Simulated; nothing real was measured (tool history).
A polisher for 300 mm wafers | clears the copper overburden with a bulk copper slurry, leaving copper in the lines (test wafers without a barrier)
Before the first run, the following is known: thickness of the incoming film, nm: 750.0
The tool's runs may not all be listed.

run	hour	flow of slurry (ml/min)	pressure of the wafer on the pad (psi)	speed of the pad under the wafer (cm/s)	abrasive content of the slurry	overpolish time after the end point (s)	time until the end point was called (s)	dishing of a wide line in a test structure (Å)
1	0.0	305	3.4	130	1.00	26	64.405	922.50
2	2.1	305	3.4	134	1.00	24	61.893	923.89
3	7.5	310	3.4	138	1.00	22	59.891	947.37
4	14.5	295	3.5	138	1.05	20	58.103	904.62
5	21.6	295	3.5	138	1.05	30	58.173	985.65
6	27.5	265	3.5	138	1.05	30	58.638	995.48
7	30.0	290	3.5	140	1.10	27	56.220	984.98
8	35.9	275	3.6	140	1.10	25	54.804	972.04
9	40.9	265	3.6	142	1.15	23	54.371	925.54

Run 10 comes next. What will it give?
10	42.3	255	3.7	142	1.20	21	?	?

Run 10 measured time until the end point was called (s) 53.883, dishing of a wide line in a test structure (Å) 966.80.
